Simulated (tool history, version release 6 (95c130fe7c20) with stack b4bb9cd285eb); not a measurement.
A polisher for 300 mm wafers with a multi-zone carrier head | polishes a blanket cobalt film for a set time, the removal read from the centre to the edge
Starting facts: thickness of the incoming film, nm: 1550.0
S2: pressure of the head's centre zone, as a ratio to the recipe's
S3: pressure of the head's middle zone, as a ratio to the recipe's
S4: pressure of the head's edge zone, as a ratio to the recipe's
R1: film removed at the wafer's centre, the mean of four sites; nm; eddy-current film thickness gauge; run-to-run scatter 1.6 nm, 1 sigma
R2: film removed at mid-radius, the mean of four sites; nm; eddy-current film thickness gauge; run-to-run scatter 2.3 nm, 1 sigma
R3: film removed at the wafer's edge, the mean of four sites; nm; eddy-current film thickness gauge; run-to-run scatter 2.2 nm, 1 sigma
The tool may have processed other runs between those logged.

Run 1, hour 0.0: flow of slurry (ml/min) 225, S2 1.00, S3 1.00, S4 1.00, polishing time (s) 77. Result: R1 258.95 nm, R2 249.98 nm, R3 249.37 nm.
Run 2, hour 6.2: flow of slurry (ml/min) 270, S2 1.00, S3 1.00, S4 1.00, polishing time (s) 77. Result: R1 262.91 nm, R2 262.65 nm, R3 260.55 nm.
Run 3, hour 11.8: flow of slurry (ml/min) 270, S2 1.00, S3 1.07, S4 1.00, polishing time (s) 77. Result: R1 265.81 nm, R2 266.59 nm, R3 259.24 nm.
Run 4, hour 12.6: flow of slurry (ml/min) 270, S2 1.05, S3 1.07, S4 1.00, polishing time (s) 77. Result: R1 278.29 nm, R2 271.87 nm, R3 258.68 nm.
Run 5, hour 17.2: flow of slurry (ml/min) 250, S2 1.04, S3 1.02, S4 1.01, polishing time (s) 77. Result: R1 277.36 nm, R2 260.27 nm, R3 258.44 nm.
Run 6, hour 23.4: flow of slurry (ml/min) 235, S2 1.03, S3 0.99, S4 1.02, polishing time (s) 76. Result: R1 268.51 nm, R2 246.17 nm, R3 249.17 nm.
Run 7, hour 31.5: flow of slurry (ml/min) 225, S2 1.02, S3 0.97, S4 1.03, polishing time (s) 76. Result: R1 256.63 nm, R2 246.57 nm, R3 255.25 nm.
Run 8, hour 37.2: flow of slurry (ml/min) 210, S2 1.02, S3 0.94, S4 1.03, polishing time (s) 76. Result: R1 257.13 nm, R2 238.76 nm, R3 250.61 nm.
Run 9, hour 42.2: flow of slurry (ml/min) 200, S2 1.02, S3 0.92, S4 1.03, polishing time (s) 76. Result: R1 254.50 nm, R2 236.36 nm, R3 249.93 nm.

Estimate the outcome of run 10 from the log above:
Run 10, hour 47.9: flow of slurry (ml/min) 190, S2 1.02, S3 0.90, S4 1.03, polishing time (s) 76. Result: R1 ?, R2 ?, R3 ?.

Run 10 produced R1 252.33 nm, R2 226.67 nm, R3 248.99 nm.
